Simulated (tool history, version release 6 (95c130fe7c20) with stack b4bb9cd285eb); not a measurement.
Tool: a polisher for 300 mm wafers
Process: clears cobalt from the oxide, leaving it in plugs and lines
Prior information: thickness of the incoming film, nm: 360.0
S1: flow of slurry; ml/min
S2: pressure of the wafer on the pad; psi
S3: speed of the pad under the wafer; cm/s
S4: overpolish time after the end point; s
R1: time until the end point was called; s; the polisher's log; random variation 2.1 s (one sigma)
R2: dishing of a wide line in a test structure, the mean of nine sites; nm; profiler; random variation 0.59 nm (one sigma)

{"run": 1, "day": 0.0, "S1": 210, "S2": 1.5, "S3": 114, "S4": 25, "R1": 70.405, "R2": 46.896}
{"run": 2, "day": 0.35, "S1": 210, "S2": 1.5, "S3": 114, "S4": 16, "R1": 72.61, "R2": 40.263}
{"run": 3, "day": 0.45, "S1": 165, "S2": 1.5, "S3": 114, "S4": 16, "R1": 73.544, "R2": 39.538}
{"run": 4, "day": 0.817, "S1": 165, "S2": 1.5, "S3": 114, "S4": 8, "R1": 73.717, "R2": 27.627}
{"run": 5, "day": 1.029, "S1": 165, "S2": 1.5, "S3": 114, "S4": 8, "R1": 71.926, "R2": 28.138}
{"run": 6, "day": 1.404, "S1": 165, "S2": 1.3, "S3": 112, "S4": 8, "R1": 84.344, "R2": 25.343}
{"run": 7, "day": 1.612, "S1": 165, "S2": 1.2, "S3": 110, "S4": 10, "R1": 95.502, "R2": 27.218}
{"run": 8, "day": 1.783, "S1": 140, "S2": 1.1, "S3": 80, "S4": 8, "R1": 124.08, "R2": 19.303}
{"run": 9, "day": 2.142, "S1": 195, "S2": 1.0, "S3": 90, "S4": 20, "R1": 123.61, "R2": 35.35}
{"run": 10, "day": 2.267, "S1": 185, "S2": 1.0, "S3": 88, "S4": 18, "R1": 127.03, "R2": 32.807}
{"run": 11, "day": 2.417, "S1": 125, "S2": 1.2, "S3": 78, "S4": 8, "R1": 118.29, "R2": 19.819}
{"run": 12, "day": 2.638, "S1": 130, "S2": 1.2, "S3": 78, "S4": 9, "R1": 118.06, "R2": 21.495}

Forecast run 13:
{"run": 13, "day": 2.883, "S1": 135, "S2": 1.2, "S3": 78, "S4": 10, "R1": "?", "R2": "?"}

{"run 13": {"R1": 119.48, "R2": 22.909}}
